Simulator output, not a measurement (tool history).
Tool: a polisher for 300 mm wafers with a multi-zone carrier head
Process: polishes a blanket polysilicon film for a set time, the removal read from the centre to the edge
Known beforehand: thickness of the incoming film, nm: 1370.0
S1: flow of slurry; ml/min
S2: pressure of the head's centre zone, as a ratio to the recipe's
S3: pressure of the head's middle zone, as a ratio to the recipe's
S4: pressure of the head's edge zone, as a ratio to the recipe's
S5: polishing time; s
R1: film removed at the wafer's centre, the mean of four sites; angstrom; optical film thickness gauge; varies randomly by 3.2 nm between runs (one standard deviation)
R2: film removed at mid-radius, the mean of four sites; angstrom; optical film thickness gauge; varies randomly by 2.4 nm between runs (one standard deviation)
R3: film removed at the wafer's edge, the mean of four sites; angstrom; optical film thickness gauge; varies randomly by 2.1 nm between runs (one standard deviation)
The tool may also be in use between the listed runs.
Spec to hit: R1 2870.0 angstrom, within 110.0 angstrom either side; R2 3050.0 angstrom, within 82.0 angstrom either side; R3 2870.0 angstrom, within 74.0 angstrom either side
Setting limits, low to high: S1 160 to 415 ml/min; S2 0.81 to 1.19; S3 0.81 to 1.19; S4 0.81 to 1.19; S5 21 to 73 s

run    day   S1    S2    S3    S4  S5      R1      R2      R3
  1  0.000  265  1.00  1.00  1.00  47  4317.0  4368.3  4365.5
  2  0.083  260  0.98  0.99  0.95  42  3756.0  3925.5  3764.5
  3  0.175  295  0.98  0.99  0.95  42  3848.1  3913.6  3779.0
  4  0.458  295  1.04  0.99  0.95  42  4095.0  3936.9  3829.7
  5  0.558  290  0.99  0.97  0.92  39  3548.1  3575.7  3507.8
  6  0.892  290  0.99  0.97  0.92  35  3152.0  3237.6  3146.0
  7  0.921  280  0.98  0.96  0.89  35  3147.9  3182.2  3075.3
  8  1.279  265  0.96  0.96  0.87  35  3106.0  3156.0  3056.9
  9  1.462  260  0.94  0.96  0.85  35  2969.9  3108.2  2995.4
 10  1.708  255  0.94  0.96  0.84  35  3015.6  3119.1  2993.2
 11  2.008  250  0.93  0.96  0.83  35  2972.3  3130.5  2950.2

Which single option among these 4 for the next run brings every result within its allowed miss of target? Just one does.
  A  2.308  260  0.96  1.00  0.89  33   ?   ?   ?
  B  2.308  285  0.93  0.95  0.87  35   ?   ?   ?
  C  2.308  230  0.91  1.01  0.81  36   ?   ?   ?
  D  2.308  260  0.91  0.87  0.88  36   ?   ?   ?

move      R1      R2      R3
   A  2928.3  3068.6  2901.0
   B  3043.1  3154.9  3072.4
   C  2972.4  3321.4  2996.5
   D  3024.1  2989.3  3153.8
A: each result inside its tolerance
B: misses by more than the last run did
C: misses by more than the last run did
D: misses by more than the last run did
So the answer is move A, the one that meets all the targets.
